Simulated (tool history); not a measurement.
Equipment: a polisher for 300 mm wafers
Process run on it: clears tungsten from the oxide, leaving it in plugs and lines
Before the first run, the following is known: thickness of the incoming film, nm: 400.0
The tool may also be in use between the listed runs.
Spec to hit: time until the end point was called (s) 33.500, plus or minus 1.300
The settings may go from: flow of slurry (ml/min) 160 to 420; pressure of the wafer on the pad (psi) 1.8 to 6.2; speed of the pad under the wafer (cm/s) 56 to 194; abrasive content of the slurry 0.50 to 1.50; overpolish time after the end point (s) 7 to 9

run  hour  flow of slurry (ml/min)  pressure of the wafer on the pad (psi)  speed of the pad under the wafer (cm/s)  abrasive content of the slurry  overpolish time after the end point (s)  time until the end point was called (s)
  1   0.0                      270                                     4.0                                      124                            1.00                                        9                                   59.570
  2   6.4                      270                                     4.5                                      124                            1.00                                        9                                   53.703
  3  10.8                      270                                     5.0                                      124                            1.00                                        9                                   48.922
  4  12.7                      270                                     5.2                                      128                            1.00                                        9                                   45.260
  5  13.5                      270                                     5.2                                      128                            0.80                                        9                                   47.110
  6  16.3                      270                                     5.4                                      132                            0.80                                        9                                   43.895
  7  20.5                      270                                     5.6                                      134                            0.80                                        9                                   41.892
  8  24.7                      270                                     5.7                                      136                            0.80                                        9                                   40.717
  9  28.0                      275                                     6.2                                      146                            0.80                                        9                                   35.285
 10  28.9                      275                                     6.2                                      148                            0.80                                        9                                   34.997

4 candidate next runs follow, results not yet known. Just one meets every target within its allowed miss. Identify it.
  A  29.8                      250                                     5.7                                      152                            0.75                                        7                                        ?
  B  29.8                      280                                     5.8                                      146                            0.95                                        9                                        ?
  C  29.8                      305                                     6.0                                      154                            1.00                                        9                                        ?
  D  29.8                      260                                     6.1                                      142                            0.95                                        9                                        ?

move  time until the end point was called (s)
   A                                   38.115
   B                                   36.606
   C                                   33.294
   D                                   35.904
A: the biggest miss grows against the last run
B: the biggest miss grows against the last run
C: in spec on every target
D: the biggest miss grows against the last run
The right move is C.

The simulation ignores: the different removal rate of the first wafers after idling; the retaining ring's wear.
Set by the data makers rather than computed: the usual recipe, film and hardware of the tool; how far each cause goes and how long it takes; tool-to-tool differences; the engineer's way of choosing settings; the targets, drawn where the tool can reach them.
